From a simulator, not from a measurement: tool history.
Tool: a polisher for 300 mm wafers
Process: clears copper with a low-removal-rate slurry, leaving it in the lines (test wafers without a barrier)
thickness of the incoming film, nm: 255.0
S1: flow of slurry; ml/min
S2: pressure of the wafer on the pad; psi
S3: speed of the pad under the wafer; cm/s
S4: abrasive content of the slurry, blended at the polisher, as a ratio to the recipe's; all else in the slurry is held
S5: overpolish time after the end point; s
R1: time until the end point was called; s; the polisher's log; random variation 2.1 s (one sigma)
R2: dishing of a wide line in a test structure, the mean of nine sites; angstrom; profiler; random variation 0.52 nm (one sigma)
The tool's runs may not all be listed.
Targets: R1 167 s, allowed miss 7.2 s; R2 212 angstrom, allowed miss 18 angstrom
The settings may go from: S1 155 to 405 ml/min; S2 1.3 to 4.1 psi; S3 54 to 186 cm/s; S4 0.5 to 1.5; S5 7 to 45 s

Run 1, hour 0: S1 260 ml/min, S2 2.7 psi, S3 118 cm/s, S4 1, S5 23 s. Result: R1 102.99 s, R2 257.13 angstrom.
Run 2, hour 4.1: S1 260 ml/min, S2 2.6 psi, S3 118 cm/s, S4 1, S5 24 s. Result: R1 106.24 s, R2 261.18 angstrom.
Run 3, hour 8.2: S1 260 ml/min, S2 2.5 psi, S3 118 cm/s, S4 1, S5 24 s. Result: R1 111.72 s, R2 260.66 angstrom.
Run 4, hour 11.7: S1 260 ml/min, S2 2.4 psi, S3 118 cm/s, S4 1, S5 24 s. Result: R1 117.26 s, R2 263.07 angstrom.
Run 5, hour 12.5: S1 260 ml/min, S2 2.3 psi, S3 118 cm/s, S4 1, S5 23 s. Result: R1 120.41 s, R2 232.07 angstrom.
Run 6, hour 21: S1 285 ml/min, S2 2.3 psi, S3 118 cm/s, S4 1, S5 23 s. Result: R1 116.35 s, R2 243.3 angstrom.
Run 7, hour 30: S1 275 ml/min, S2 2.2 psi, S3 118 cm/s, S4 1, S5 23 s. Result: R1 124.01 s, R2 228.11 angstrom.
At hour 36.9: worn pad replaced by a new one.
Run 8, hour 36.9: S1 270 ml/min, S2 2.1 psi, S3 118 cm/s, S4 1, S5 23 s. Result: R1 119.95 s, R2 245.45 angstrom.
Run 9, hour 39.1: S1 270 ml/min, S2 2 psi, S3 116 cm/s, S4 1, S5 23 s. Result: R1 129.03 s, R2 231.5 angstrom.
Run 10, hour 41.9: S1 270 ml/min, S2 1.9 psi, S3 114 cm/s, S4 1, S5 23 s. Result: R1 137.61 s, R2 216.96 angstrom.
Run 11, hour 47.8: S1 270 ml/min, S2 1.8 psi, S3 114 cm/s, S4 1, S5 23 s. Result: R1 144.18 s, R2 212.98 angstrom.
Run 12, hour 49.7: S1 265 ml/min, S2 1.8 psi, S3 114 cm/s, S4 1, S5 23 s. Result: R1 141.49 s, R2 210.16 angstrom.
Run 13, hour 52.6: S1 265 ml/min, S2 1.3 psi, S3 112 cm/s, S4 1, S5 28 s. Result: R1 200.19 s, R2 190.44 angstrom.
Run 14, hour 53.9: S1 270 ml/min, S2 1.3 psi, S3 112 cm/s, S4 1, S5 28 s. Result: R1 196.66 s, R2 189.07 angstrom.

5 next moves are on the table. One of them brings every result within its allowed miss. Which?
Run A, hour 55.2: S1 245 ml/min, S2 1.5 psi, S3 120 cm/s, S4 0.95, S5 27 s. Result: R1 ?, R2 ?.
Run B, hour 55.2: S1 250 ml/min, S2 1.6 psi, S3 122 cm/s, S4 1.05, S5 23 s. Result: R1 ?, R2 ?.
Run C, hour 55.2: S1 300 ml/min, S2 1.4 psi, S3 118 cm/s, S4 1.25, S5 43 s. Result: R1 ?, R2 ?.
Run D, hour 55.2: S1 230 ml/min, S2 1.7 psi, S3 120 cm/s, S4 1.05, S5 24 s. Result: R1 ?, R2 ?.
Run E, hour 55.2: S1 235 ml/min, S2 1.4 psi, S3 110 cm/s, S4 1.15, S5 38 s. Result: R1 ?, R2 ?.

move      R1      R2
   A  165.68  219.65
   B  150.32  210.96
   C  167.36  288.01
   D   145.7  222.52
   E  186.95  252.19
A: meets every target
B: takes the result that was furthest off past its target
C: brings the result that was furthest off to its target, and leaves another outside
D: takes the result that was furthest off past its target
E: nearer than the last run, and not there yet
The right move is A.

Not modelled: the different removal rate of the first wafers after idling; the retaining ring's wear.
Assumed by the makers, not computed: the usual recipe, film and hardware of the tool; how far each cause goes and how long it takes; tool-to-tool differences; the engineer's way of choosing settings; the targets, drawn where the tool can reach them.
